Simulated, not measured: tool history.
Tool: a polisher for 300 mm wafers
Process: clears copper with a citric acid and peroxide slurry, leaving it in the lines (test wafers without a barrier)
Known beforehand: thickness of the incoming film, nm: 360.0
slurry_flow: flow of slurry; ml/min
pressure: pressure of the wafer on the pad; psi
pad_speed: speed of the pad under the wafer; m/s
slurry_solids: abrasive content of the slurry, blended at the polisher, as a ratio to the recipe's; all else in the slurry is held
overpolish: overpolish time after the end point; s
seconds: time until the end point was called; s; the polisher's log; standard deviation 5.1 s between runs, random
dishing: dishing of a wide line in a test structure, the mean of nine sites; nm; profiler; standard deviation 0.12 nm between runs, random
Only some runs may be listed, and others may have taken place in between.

run	hour	slurry_flow	pressure	pad_speed	slurry_solids	overpolish	seconds	dishing
1	0.0	135	3.7	0.84	1.0	11	159.54	19.1300
2	6.6	135	3.7	0.84	0.9	11	164.12	18.6690
3	9.8	165	3.7	0.84	0.9	11	159.50	19.0000
4	12.0	175	3.7	0.84	0.9	11	157.50	18.9300
5	19.1	175	3.7	1.04	0.9	11	127.73	23.3480
6	20.0	175	3.1	1.04	0.9	11	150.29	19.9740
7	24.4	175	2.8	0.92	0.9	11	180.43	17.3330
8	26.6	170	2.6	0.80	0.9	11	219.58	14.1860
9	34.5	170	2.4	0.72	0.9	11	255.22	12.0190
10	40.9	170	2.3	0.66	0.9	11	295.22	10.7400
11	43.2	170	2.2	0.62	0.9	11	325.29	9.8559
12	44.1	140	1.7	0.54	0.9	11	441.85	7.0799

The next listed run, before its measurement:
13	45.0	145	1.7	0.54	0.9	11	?	?

seconds: 450.09 s
dishing: 6.9258 nm

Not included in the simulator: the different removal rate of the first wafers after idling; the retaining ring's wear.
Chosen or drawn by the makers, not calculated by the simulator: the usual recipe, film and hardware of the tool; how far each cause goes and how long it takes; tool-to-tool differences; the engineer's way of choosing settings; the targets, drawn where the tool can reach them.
